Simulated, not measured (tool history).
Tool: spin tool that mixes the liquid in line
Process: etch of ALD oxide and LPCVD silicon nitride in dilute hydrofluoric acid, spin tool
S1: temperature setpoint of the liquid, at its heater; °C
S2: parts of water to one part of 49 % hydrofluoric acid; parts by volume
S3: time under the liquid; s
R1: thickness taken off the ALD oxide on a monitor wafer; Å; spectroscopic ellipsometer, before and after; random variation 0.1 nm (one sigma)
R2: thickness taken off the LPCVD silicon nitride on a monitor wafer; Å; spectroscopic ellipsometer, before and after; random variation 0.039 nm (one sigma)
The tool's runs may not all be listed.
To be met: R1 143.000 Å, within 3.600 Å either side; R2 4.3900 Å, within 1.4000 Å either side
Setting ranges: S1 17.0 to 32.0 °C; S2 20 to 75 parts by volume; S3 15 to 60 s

Run 1, day 0.000: S1 24.0 °C, S2 45 parts by volume, S3 30 s. Result: R1 118.090 Å, R2 3.1447 Å.
Run 2, day 0.125: S1 22.5 °C, S2 45 parts by volume, S3 30 s. Result: R1 111.320 Å, R2 3.0670 Å.
Run 3, day 0.383: S1 22.5 °C, S2 45 parts by volume, S3 20 s. Result: R1 74.404 Å, R2 2.3016 Å.
Run 4, day 0.658: S1 22.5 °C, S2 45 parts by volume, S3 15 s. Result: R1 55.492 Å, R2 1.7222 Å.
Run 5, day 0.942: S1 25.5 °C, S2 45 parts by volume, S3 15 s. Result: R1 62.537 Å, R2 2.1792 Å.
Run 6, day 1.000: S1 25.5 °C, S2 45 parts by volume, S3 25 s. Result: R1 104.410 Å, R2 3.0333 Å.
Run 7, day 1.192: S1 27.5 °C, S2 45 parts by volume, S3 25 s. Result: R1 112.410 Å, R2 3.9785 Å.
Run 8, day 1.375: S1 28.5 °C, S2 45 parts by volume, S3 25 s. Result: R1 116.970 Å, R2 3.8201 Å.
Run 9, day 1.483: S1 32.0 °C, S2 40 parts by volume, S3 25 s. Result: R1 151.190 Å, R2 5.8435 Å.
Run 10, day 1.754: S1 31.5 °C, S2 40 parts by volume, S3 25 s. Result: R1 149.390 Å, R2 5.1254 Å.
Run 11, day 1.900: S1 31.0 °C, S2 40 parts by volume, S3 25 s. Result: R1 149.470 Å, R2 5.6071 Å.

Of the 4 settings listed for the next run, only one would bring every result within its allowed miss of target. Which one?
Run A, day 2.046: S1 25.5 °C, S2 40 parts by volume, S3 30 s. Result: R1 ?, R2 ?.
Run B, day 2.046: S1 29.0 °C, S2 55 parts by volume, S3 35 s. Result: R1 ?, R2 ?.
Run C, day 2.046: S1 28.5 °C, S2 40 parts by volume, S3 25 s. Result: R1 ?, R2 ?.
Run D, day 2.046: S1 27.5 °C, S2 45 parts by volume, S3 30 s. Result: R1 ?, R2 ?.

move       R1      R2
   A  141.570  3.4907
   B  135.310  3.7510
   C  133.240  3.5492
   D  135.520  3.5527
A: in spec on every target
B: takes the result that was furthest off past its target
C: takes the result that was furthest off past its target
D: takes the result that was furthest off past its target
Correct choice: A, which meets every target
